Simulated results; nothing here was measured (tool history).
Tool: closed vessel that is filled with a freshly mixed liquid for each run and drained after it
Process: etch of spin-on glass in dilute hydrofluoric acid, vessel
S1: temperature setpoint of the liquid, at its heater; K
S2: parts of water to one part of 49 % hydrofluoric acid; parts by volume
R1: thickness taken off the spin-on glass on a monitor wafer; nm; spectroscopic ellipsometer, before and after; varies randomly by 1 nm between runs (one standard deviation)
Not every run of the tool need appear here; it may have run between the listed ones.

Run 1, hour 0.0: S1 297.15 K, S2 60 parts by volume, time in the liquid (s) 95. Result: R1 77.276 nm.
Run 2, hour 8.3: S1 297.15 K, S2 45 parts by volume, time in the liquid (s) 95. Result: R1 102.590 nm.
Run 3, hour 11.4: S1 299.65 K, S2 45 parts by volume, time in the liquid (s) 95. Result: R1 114.580 nm.
Run 4, hour 14.3: S1 301.15 K, S2 45 parts by volume, time in the liquid (s) 95. Result: R1 123.340 nm.
Run 5, hour 18.0: S1 302.15 K, S2 45 parts by volume, time in the liquid (s) 95. Result: R1 126.070 nm.
Run 6, hour 20.2: S1 303.65 K, S2 45 parts by volume, time in the liquid (s) 95. Result: R1 134.450 nm.

Run 7, settings as shown, results not yet in. Your forecast:
Run 7, hour 22.5: S1 304.15 K, S2 45 parts by volume, time in the liquid (s) 95. Result: R1 ?.

{"run 7": {"R1": 138.29}}

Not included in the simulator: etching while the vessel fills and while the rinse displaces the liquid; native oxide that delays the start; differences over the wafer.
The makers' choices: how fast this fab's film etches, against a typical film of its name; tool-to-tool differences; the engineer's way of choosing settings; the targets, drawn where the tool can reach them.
